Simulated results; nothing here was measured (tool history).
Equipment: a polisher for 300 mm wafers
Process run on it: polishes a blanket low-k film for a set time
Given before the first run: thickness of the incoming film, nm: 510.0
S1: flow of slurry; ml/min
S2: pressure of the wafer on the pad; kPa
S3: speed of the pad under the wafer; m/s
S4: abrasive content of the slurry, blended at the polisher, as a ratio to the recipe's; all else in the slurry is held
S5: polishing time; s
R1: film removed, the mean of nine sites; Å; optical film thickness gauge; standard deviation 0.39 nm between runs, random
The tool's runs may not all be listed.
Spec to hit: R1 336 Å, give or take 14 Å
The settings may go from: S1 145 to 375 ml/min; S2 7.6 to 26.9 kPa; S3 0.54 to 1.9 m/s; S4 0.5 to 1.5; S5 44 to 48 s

| run | hour | S1 | S2 | S3 | S4 | S5 | R1 |
|---|---|---|---|---|---|---|---|
| 1 | 0 | 240 | 17.2 | 1.22 | 1 | 48 | 241.37 |
| 2 | 7.4 | 240 | 18.6 | 1.22 | 1 | 48 | 256.93 |
| 3 | 12.5 | 240 | 20 | 1.22 | 1 | 48 | 275.58 |
| 4 | 16.2 | 240 | 21.4 | 1.22 | 1 | 48 | 291.02 |
| 5 | 19.9 | 240 | 21.4 | 1.22 | 1 | 44 | 270.94 |
| 6 | 23.6 | 295 | 21.4 | 1.22 | 1 | 44 | 268.11 |
| 7 | 27.8 | 295 | 22.8 | 1.22 | 1 | 44 | 286.35 |
| 8 | 34.6 | 295 | 23.4 | 1.22 | 1 | 44 | 293.98 |
| 9 | 37.7 | 295 | 24.1 | 1.22 | 1 | 44 | 303.08 |
| 10 | 43.8 | 295 | 24.8 | 1.22 | 1 | 44 | 307.69 |
| 11 | 46.3 | 295 | 25.5 | 1.22 | 1 | 44 | 313.35 |

Consider the 4 candidate settings below. Which is the only one whose results all fall within their allowed miss of target?
| A | 48.8 | 295 | 25.5 | 1.32 | 0.6 | 46 | ? |
| B | 48.8 | 295 | 25.5 | 1.12 | 1.1 | 48 | ? |
| C | 48.8 | 280 | 24.8 | 1.18 | 1.05 | 44 | ? |
| D | 48.8 | 305 | 22.8 | 1.2 | 0.95 | 46 | ? |

| move | R1 |
|---|---|
| A | 284.66 |
| B | 332.28 |
| C | 303.09 |
| D | 288.83 |
A: misses by more than the last run did
B: each result inside its tolerance
C: misses by more than the last run did
D: misses by more than the last run did
Move B is the one to make.
